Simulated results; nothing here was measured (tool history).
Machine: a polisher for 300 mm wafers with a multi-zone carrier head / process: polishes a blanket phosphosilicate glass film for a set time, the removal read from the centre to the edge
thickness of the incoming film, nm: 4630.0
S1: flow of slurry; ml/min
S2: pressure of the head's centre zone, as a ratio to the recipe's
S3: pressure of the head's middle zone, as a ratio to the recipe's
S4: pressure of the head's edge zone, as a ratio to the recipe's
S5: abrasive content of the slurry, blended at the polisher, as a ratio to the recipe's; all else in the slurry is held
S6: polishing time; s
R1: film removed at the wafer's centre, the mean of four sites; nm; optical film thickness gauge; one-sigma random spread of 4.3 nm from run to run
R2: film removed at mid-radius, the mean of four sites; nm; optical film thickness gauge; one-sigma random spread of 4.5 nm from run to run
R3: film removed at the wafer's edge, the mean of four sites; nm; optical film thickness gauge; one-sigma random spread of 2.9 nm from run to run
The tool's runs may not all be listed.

run 1 hour=0.0 | S1=315 S2=1.00 S3=1.00 S4=1.00 S5=1.00 S6=46 | R1=355.60 R2=364.09 R3=364.60
run 2 hour=2.5 | S1=315 S2=1.00 S3=1.00 S4=0.98 S5=0.95 S6=46 | R1=362.95 R2=365.80 R3=358.30
run 3 hour=8.5 | S1=315 S2=0.99 S3=0.99 S4=0.98 S5=0.90 S6=46 | R1=355.47 R2=349.74 R3=354.11
run 4 hour=10.1 | S1=315 S2=1.04 S3=0.99 S4=0.98 S5=0.90 S6=46 | R1=372.64 R2=352.46 R3=353.78
run 5 hour=16.6 | S1=315 S2=1.04 S3=0.99 S4=0.98 S5=0.90 S6=41 | R1=332.49 R2=319.46 R3=312.39
run 6 hour=19.8 | S1=315 S2=1.04 S3=0.99 S4=0.98 S5=0.90 S6=51 | R1=410.61 R2=389.26 R3=388.95

What will run 7 give?
run 7 hour=21.8 | S1=315 S2=1.02 S3=1.00 S4=0.98 S5=0.85 S6=50 | R1=? R2=? R3=?

R1: 397.68 nm
R2: 393.48 nm
R3: 377.60 nm
